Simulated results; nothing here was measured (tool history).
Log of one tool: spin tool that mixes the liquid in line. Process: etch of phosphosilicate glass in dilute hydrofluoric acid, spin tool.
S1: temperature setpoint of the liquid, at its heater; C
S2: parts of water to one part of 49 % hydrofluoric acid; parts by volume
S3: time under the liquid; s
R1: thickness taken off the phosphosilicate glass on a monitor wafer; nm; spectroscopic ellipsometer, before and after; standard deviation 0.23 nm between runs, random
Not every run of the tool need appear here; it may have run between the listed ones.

run  hour    S1   S2  S3      R1
  1   0.0  24.0  135  75  45.457
  2   4.3  22.0  135  75  42.334
  3   5.1  23.0  135  75  44.001
  4  11.8  24.0  135  75  45.880
  5  12.4  24.0  135  80  48.660
  6  21.4  24.5  135  80  49.299

What will run 7 give?
  7  24.5  25.0  135  80   ?

Run 7 yielded R1 50.699 nm.
